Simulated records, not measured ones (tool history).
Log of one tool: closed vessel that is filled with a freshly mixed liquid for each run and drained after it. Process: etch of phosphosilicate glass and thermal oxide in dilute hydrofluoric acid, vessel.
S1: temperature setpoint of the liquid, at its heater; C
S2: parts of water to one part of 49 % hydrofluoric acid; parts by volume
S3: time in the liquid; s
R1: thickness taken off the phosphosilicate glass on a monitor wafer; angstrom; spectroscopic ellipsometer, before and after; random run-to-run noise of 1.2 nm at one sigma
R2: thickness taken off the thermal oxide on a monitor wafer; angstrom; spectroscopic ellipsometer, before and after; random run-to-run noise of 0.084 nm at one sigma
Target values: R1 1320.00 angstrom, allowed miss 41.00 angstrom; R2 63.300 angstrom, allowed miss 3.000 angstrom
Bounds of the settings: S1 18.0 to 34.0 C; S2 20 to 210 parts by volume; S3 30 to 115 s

{"run": 1, "hour": 0.0, "S1": 26.0, "S2": 115, "S3": 60, "R1": 565.12, "R2": 28.069}
{"run": 2, "hour": 7.5, "S1": 26.0, "S2": 115, "S3": 40, "R1": 384.5, "R2": 18.32}
{"run": 3, "hour": 9.2, "S1": 29.5, "S2": 115, "S3": 40, "R1": 440.69, "R2": 20.888}
{"run": 4, "hour": 12.9, "S1": 29.5, "S2": 115, "S3": 30, "R1": 330.09, "R2": 16.062}
{"run": 5, "hour": 19.2, "S1": 29.5, "S2": 115, "S3": 30, "R1": 334.68, "R2": 16.003}
{"run": 6, "hour": 24.1, "S1": 29.5, "S2": 80, "S3": 30, "R1": 501.44, "R2": 23.523}
{"run": 7, "hour": 30.6, "S1": 30.5, "S2": 60, "S3": 35, "R1": 817.49, "R2": 39.883}
{"run": 8, "hour": 38.6, "S1": 34.0, "S2": 40, "S3": 35, "R1": 1477.0, "R2": 70.352}
{"run": 9, "hour": 46.5, "S1": 32.5, "S2": 40, "S3": 35, "R1": 1391.5, "R2": 67.258}
{"run": 10, "hour": 49.1, "S1": 31.5, "S2": 45, "S3": 35, "R1": 1185.7, "R2": 55.907}
{"run": 11, "hour": 56.9, "S1": 33.5, "S2": 45, "S3": 35, "R1": 1270.2, "R2": 61.783}

Exactly one of the 5 candidate moves below puts every result within its allowed miss. Which one?
{"run": "A", "hour": 64.7, "S1": 32.5, "S2": 40, "S3": 30, "R1": "?", "R2": "?"}
{"run": "B", "hour": 64.7, "S1": 33.0, "S2": 65, "S3": 60, "R1": "?", "R2": "?"}
{"run": "C", "hour": 64.7, "S1": 32.5, "S2": 45, "S3": 35, "R1": "?", "R2": "?"}
{"run": "D", "hour": 64.7, "S1": 34.0, "S2": 85, "S3": 65, "R1": "?", "R2": "?"}
{"run": "E", "hour": 64.7, "S1": 31.5, "S2": 40, "S3": 35, "R1": "?", "R2": "?"}

move=A R1=1191.60 R2=56.550
move=B R1=1435.00 R2=68.102
move=C R1=1225.50 R2=58.162
move=D R1=1195.00 R2=56.711
move=E R1=1337.00 R2=63.451
A: misses by more than the last run did
B: takes the result that was furthest off past its target
C: misses by more than the last run did
D: misses by more than the last run did
E: all results in spec
Move E is the one to make.

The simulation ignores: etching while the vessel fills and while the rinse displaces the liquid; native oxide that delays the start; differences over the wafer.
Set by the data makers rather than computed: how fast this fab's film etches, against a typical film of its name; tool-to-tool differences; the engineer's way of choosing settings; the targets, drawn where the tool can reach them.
